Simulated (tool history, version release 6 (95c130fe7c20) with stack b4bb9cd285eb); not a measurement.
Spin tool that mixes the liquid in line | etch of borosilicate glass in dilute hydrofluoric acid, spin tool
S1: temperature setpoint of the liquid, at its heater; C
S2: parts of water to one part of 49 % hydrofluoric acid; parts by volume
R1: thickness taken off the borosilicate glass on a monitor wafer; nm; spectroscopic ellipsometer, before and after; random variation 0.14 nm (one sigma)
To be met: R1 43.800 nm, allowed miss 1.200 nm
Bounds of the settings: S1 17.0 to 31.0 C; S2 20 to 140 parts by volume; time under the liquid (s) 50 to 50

run 1 hour=0.0 | S1=23.0 S2=75 time_under_the_liquid_(s)=50 | R1=19.847
run 2 hour=4.5 | S1=25.0 S2=65 time_under_the_liquid_(s)=50 | R1=25.012
run 3 hour=13.0 | S1=25.0 S2=40 time_under_the_liquid_(s)=50 | R1=42.456
run 4 hour=18.0 | S1=25.0 S2=40 time_under_the_liquid_(s)=50 | R1=42.313
run 5 hour=18.6 | S1=25.0 S2=20 time_under_the_liquid_(s)=50 | R1=87.119
run 6 hour=23.2 | S1=25.0 S2=20 time_under_the_liquid_(s)=50 | R1=86.731
run 7 hour=30.6 | S1=25.0 S2=25 time_under_the_liquid_(s)=50 | R1=68.869
run 8 hour=31.2 | S1=21.0 S2=35 time_under_the_liquid_(s)=50 | R1=41.113
run 9 hour=39.0 | S1=21.5 S2=35 time_under_the_liquid_(s)=50 | R1=42.117

5 next moves are on the table. One of them brings every result within its allowed miss. Which?
run A hour=46.8 | S1=23.5 S2=40 time_under_the_liquid_(s)=50 | R1=?
run B hour=46.8 | S1=18.5 S2=30 time_under_the_liquid_(s)=50 | R1=?
run C hour=46.8 | S1=20.5 S2=35 time_under_the_liquid_(s)=50 | R1=?
run D hour=46.8 | S1=21.0 S2=35 time_under_the_liquid_(s)=50 | R1=?
run E hour=46.8 | S1=24.5 S2=40 time_under_the_liquid_(s)=50 | R1=?

move=A R1=39.907
move=B R1=43.535
move=C R1=40.440
move=D R1=41.312
move=E R1=41.597
A: further off than the last run
B: meets every target
C: further off than the last run
D: further off than the last run
E: further off than the last run
Answer: B
